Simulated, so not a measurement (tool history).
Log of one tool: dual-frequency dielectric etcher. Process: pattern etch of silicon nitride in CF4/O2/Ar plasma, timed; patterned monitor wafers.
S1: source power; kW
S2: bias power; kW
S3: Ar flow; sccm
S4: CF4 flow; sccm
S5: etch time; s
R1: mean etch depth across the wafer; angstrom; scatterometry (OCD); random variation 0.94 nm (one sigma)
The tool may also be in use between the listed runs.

run    day    S1     S2  S3   S4    S5      R1
  1      0  0.61  0.056  70  104  98.5  2295.9
  2  0.288  0.58  0.056  70  104  98.5  2192.2
  3  0.592  0.56  0.056  70  104  98.5  2125.4
  4  0.921  0.56  0.062  70  104  98.5  2216.7
  5  1.258  0.54  0.061  70  104  98.5  2129.5
  6  1.483  0.54  0.061  66  104  98.5  2133.8
  7  1.654  0.52  0.061  66  104  98.5    2054
  8  1.829   0.5  0.061  66  104  98.5    1980
  9  1.892  0.49  0.061  66  104  98.5  1983.9
 10  2.117  0.48   0.06  66  104  98.5  1946.8

Run 11 is up next; what results do you expect?
 11  2.292  0.37  0.055  68  102  98   ?

R1: 1489.4 angstrom
